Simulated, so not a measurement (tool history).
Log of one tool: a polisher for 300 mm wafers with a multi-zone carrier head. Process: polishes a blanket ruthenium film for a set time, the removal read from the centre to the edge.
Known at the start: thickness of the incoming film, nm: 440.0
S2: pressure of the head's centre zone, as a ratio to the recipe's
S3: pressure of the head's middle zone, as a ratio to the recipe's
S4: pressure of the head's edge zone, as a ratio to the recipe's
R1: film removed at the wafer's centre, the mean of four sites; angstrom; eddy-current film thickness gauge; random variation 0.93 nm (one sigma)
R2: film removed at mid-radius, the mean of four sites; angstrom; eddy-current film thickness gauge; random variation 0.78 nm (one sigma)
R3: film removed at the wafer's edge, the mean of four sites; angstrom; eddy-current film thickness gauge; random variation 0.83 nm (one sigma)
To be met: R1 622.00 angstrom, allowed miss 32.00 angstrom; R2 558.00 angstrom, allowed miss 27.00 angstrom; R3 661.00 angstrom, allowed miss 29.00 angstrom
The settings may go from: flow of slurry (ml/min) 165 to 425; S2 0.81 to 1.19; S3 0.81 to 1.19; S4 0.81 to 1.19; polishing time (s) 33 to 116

{"run": 1, "day": 0.0, "flow of slurry (ml/min)": 275, "S2": 1.0, "S3": 1.0, "S4": 1.0, "polishing time (s)": 74, "R1": 1073.1, "R2": 1088.6, "R3": 1087.5}
{"run": 2, "day": 0.275, "flow of slurry (ml/min)": 275, "S2": 1.0, "S3": 1.0, "S4": 1.05, "polishing time (s)": 74, "R1": 1056.9, "R2": 1069.9, "R3": 1084.4}
{"run": 3, "day": 0.625, "flow of slurry (ml/min)": 270, "S2": 1.0, "S3": 0.97, "S4": 1.06, "polishing time (s)": 67, "R1": 983.36, "R2": 928.6, "R3": 982.53}
{"run": 4, "day": 0.979, "flow of slurry (ml/min)": 265, "S2": 0.98, "S3": 0.96, "S4": 1.07, "polishing time (s)": 62, "R1": 858.03, "R2": 860.8, "R3": 904.19}
{"run": 5, "day": 1.342, "flow of slurry (ml/min)": 265, "S2": 0.98, "S3": 0.99, "S4": 1.07, "polishing time (s)": 62, "R1": 879.28, "R2": 868.11, "R3": 920.59}
{"run": 6, "day": 1.379, "flow of slurry (ml/min)": 265, "S2": 0.98, "S3": 1.06, "S4": 1.07, "polishing time (s)": 62, "R1": 875.39, "R2": 915.67, "R3": 924.27}
{"run": 7, "day": 1.596, "flow of slurry (ml/min)": 260, "S2": 0.98, "S3": 1.03, "S4": 1.09, "polishing time (s)": 58, "R1": 803.03, "R2": 840.35, "R3": 882.54}
{"run": 8, "day": 1.95, "flow of slurry (ml/min)": 260, "S2": 0.98, "S3": 1.0, "S4": 1.1, "polishing time (s)": 54, "R1": 741.63, "R2": 767.86, "R3": 806.65}
{"run": 9, "day": 2.321, "flow of slurry (ml/min)": 230, "S2": 1.0, "S3": 0.9, "S4": 1.19, "polishing time (s)": 45, "R1": 622.69, "R2": 585.12, "R3": 695.48}
{"run": 10, "day": 2.496, "flow of slurry (ml/min)": 230, "S2": 1.0, "S3": 0.9, "S4": 1.18, "polishing time (s)": 45, "R1": 637.56, "R2": 584.94, "R3": 705.64}

5 next moves are on the table. One of them brings every result within its allowed miss. Which?
{"run": "A", "day": 2.671, "flow of slurry (ml/min)": 225, "S2": 1.01, "S3": 1.02, "S4": 1.12, "polishing time (s)": 39, "R1": "?", "R2": "?", "R3": "?"}
{"run": "B", "day": 2.671, "flow of slurry (ml/min)": 230, "S2": 0.95, "S3": 0.99, "S4": 1.16, "polishing time (s)": 46, "R1": "?", "R2": "?", "R3": "?"}
{"run": "C", "day": 2.671, "flow of slurry (ml/min)": 245, "S2": 0.99, "S3": 0.97, "S4": 1.09, "polishing time (s)": 45, "R1": "?", "R2": "?", "R3": "?"}
{"run": "D", "day": 2.671, "flow of slurry (ml/min)": 205, "S2": 0.83, "S3": 0.98, "S4": 1.15, "polishing time (s)": 47, "R1": "?", "R2": "?", "R3": "?"}
{"run": "E", "day": 2.671, "flow of slurry (ml/min)": 275, "S2": 0.97, "S3": 0.86, "S4": 1.06, "polishing time (s)": 44, "R1": "?", "R2": "?", "R3": "?"}

move=A R1=544.22 R2=552.57 R3=576.82
move=B R1=604.72 R2=636.98 R3=694.09
move=C R1=620.54 R2=616.00 R3=660.78
move=D R1=532.66 R2=638.68 R3=700.30
move=E R1=600.55 R2=550.51 R3=642.97
A: takes the result that was furthest off past its target
B: further off than the last run
C: brings the result that was furthest off to its target, and leaves another outside
D: further off than the last run
E: meets every target
The right move is E.
